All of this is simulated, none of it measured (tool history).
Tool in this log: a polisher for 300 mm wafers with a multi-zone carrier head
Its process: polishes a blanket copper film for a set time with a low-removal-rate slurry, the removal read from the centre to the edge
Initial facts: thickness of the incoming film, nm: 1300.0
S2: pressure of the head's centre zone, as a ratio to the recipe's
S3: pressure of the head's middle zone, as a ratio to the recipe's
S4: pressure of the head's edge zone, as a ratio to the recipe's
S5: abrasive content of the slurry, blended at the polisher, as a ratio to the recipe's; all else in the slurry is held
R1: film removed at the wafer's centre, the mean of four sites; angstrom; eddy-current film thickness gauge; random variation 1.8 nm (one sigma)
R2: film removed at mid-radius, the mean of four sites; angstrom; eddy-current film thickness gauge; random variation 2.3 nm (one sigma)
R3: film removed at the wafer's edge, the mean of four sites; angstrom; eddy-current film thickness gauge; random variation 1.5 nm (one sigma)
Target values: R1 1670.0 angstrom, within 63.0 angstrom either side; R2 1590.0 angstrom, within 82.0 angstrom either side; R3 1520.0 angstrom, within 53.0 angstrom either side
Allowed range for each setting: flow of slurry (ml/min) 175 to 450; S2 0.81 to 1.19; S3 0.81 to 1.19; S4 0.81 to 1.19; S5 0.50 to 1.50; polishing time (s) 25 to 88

run 1 hour=0.0 | flow_of_slurry_(ml/min)=290 S2=1.00 S3=1.00 S4=1.00 S5=1.00 polishing_time_(s)=56 | R1=2450.4 R2=2408.0 R3=2573.2
run 2 hour=1.0 | flow_of_slurry_(ml/min)=290 S2=1.00 S3=1.06 S4=1.00 S5=1.00 polishing_time_(s)=56 | R1=2458.0 R2=2573.0 R3=2547.2
run 3 hour=6.9 | flow_of_slurry_(ml/min)=290 S2=1.00 S3=1.06 S4=0.93 S5=1.00 polishing_time_(s)=56 | R1=2484.8 R2=2522.1 R3=2468.9
run 4 hour=14.7 | flow_of_slurry_(ml/min)=290 S2=1.00 S3=1.06 S4=0.93 S5=1.10 polishing_time_(s)=56 | R1=2505.9 R2=2582.9 R3=2506.9
run 5 hour=18.2 | flow_of_slurry_(ml/min)=290 S2=1.01 S3=1.06 S4=0.91 S5=1.00 polishing_time_(s)=50 | R1=2214.5 R2=2238.0 R3=2188.3
run 6 hour=22.0 | flow_of_slurry_(ml/min)=290 S2=1.01 S3=1.06 S4=0.91 S5=1.00 polishing_time_(s)=38 | R1=1661.4 R2=1711.3 R3=1636.4
run 7 hour=23.9 | flow_of_slurry_(ml/min)=290 S2=1.02 S3=1.06 S4=0.89 S5=0.95 polishing_time_(s)=38 | R1=1677.0 R2=1710.7 R3=1592.4
run 8 hour=28.1 | flow_of_slurry_(ml/min)=285 S2=1.02 S3=1.05 S4=0.88 S5=0.95 polishing_time_(s)=38 | R1=1660.1 R2=1670.9 R3=1618.0
run 9 hour=31.6 | flow_of_slurry_(ml/min)=285 S2=1.02 S3=1.05 S4=0.88 S5=0.95 polishing_time_(s)=38 | R1=1674.9 R2=1708.2 R3=1572.6
run 10 hour=33.9 | flow_of_slurry_(ml/min)=285 S2=1.02 S3=1.03 S4=0.88 S5=0.95 polishing_time_(s)=38 | R1=1641.5 R2=1701.3 R3=1616.9
run 11 hour=42.3 | flow_of_slurry_(ml/min)=285 S2=1.04 S3=1.03 S4=0.88 S5=0.90 polishing_time_(s)=38 | R1=1663.1 R2=1680.1 R3=1561.7
run 12 hour=50.9 | flow_of_slurry_(ml/min)=285 S2=1.05 S3=1.01 S4=0.88 S5=0.90 polishing_time_(s)=38 | R1=1724.6 R2=1595.8 R3=1584.5
run 13 hour=57.4 | flow_of_slurry_(ml/min)=285 S2=1.05 S3=1.01 S4=0.88 S5=0.90 polishing_time_(s)=38 | R1=1652.1 R2=1658.7 R3=1588.8

Exercise: of the 5 proposed moves below, exactly one satisfies all targets within the stated allowed misses. Which move is it?
run A hour=63.9 | flow_of_slurry_(ml/min)=235 S2=0.88 S3=0.93 S4=0.94 S5=1.05 polishing_time_(s)=39 | R1=? R2=? R3=?
run B hour=63.9 | flow_of_slurry_(ml/min)=400 S2=1.07 S3=1.05 S4=0.90 S5=1.00 polishing_time_(s)=35 | R1=? R2=? R3=?
run C hour=63.9 | flow_of_slurry_(ml/min)=180 S2=0.98 S3=0.97 S4=0.83 S5=0.90 polishing_time_(s)=42 | R1=? R2=? R3=?
run D hour=63.9 | flow_of_slurry_(ml/min)=335 S2=1.04 S3=1.08 S4=0.85 S5=0.85 polishing_time_(s)=38 | R1=? R2=? R3=?
run E hour=63.9 | flow_of_slurry_(ml/min)=320 S2=0.86 S3=1.02 S4=0.88 S5=0.90 polishing_time_(s)=40 | R1=? R2=? R3=?

move=A R1=1487.6 R2=1589.3 R3=1708.7
move=B R1=1663.8 R2=1644.5 R3=1543.5
move=C R1=1642.0 R2=1659.2 R3=1638.0
move=D R1=1681.4 R2=1748.7 R3=1563.7
move=E R1=1505.6 R2=1766.6 R3=1687.2
A: misses by more than the last run did
B: every result within its allowed miss
C: misses by more than the last run did
D: puts the biggest miss on target and leaves a different result outside tolerance
E: misses by more than the last run did
B is the move that brings every result within its allowed miss.
